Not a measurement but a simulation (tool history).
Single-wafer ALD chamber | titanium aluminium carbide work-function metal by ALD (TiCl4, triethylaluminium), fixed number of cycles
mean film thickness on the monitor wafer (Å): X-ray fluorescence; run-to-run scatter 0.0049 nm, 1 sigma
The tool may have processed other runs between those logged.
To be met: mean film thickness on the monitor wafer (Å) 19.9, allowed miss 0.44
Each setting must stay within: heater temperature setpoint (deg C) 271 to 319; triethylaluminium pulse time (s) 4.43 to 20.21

run  hour  heater temperature setpoint (deg C)  triethylaluminium pulse time (s)  mean film thickness on the monitor wafer (Å)
  1     0                                  295                             12.32                                        18.356
  2   0.7                                  297                             12.55                                        18.468
  3   3.7                                  299                              12.8                                        18.765
  4   5.3                                  300                             12.95                                        18.879
  5   6.9                                  301                             13.08                                        18.969
  6  11.8                                  302                              13.2                                        18.937
  7  16.3                                  303                             13.37                                        19.246
  8  22.9                                  304                             13.45                                        19.202
  9  24.2                                  305                             13.56                                         19.21

Which one of the following 4 next-run settings gets every result inside its allowed miss? There is exactly one.
  A  25.5                                  294                             11.19                                             ?
  B  25.5                                  305                             10.49                                             ?
  C  25.5                                  302                             11.43                                             ?
  D  25.5                                  312                              14.6                                             ?

move  mean film thickness on the monitor wafer (Å)
   A                                        18.249
   B                                        19.012
   C                                        18.931
   D                                        20.024
A: misses by more than the last run did
B: misses by more than the last run did
C: misses by more than the last run did
D: each result inside its tolerance
The right move is D.
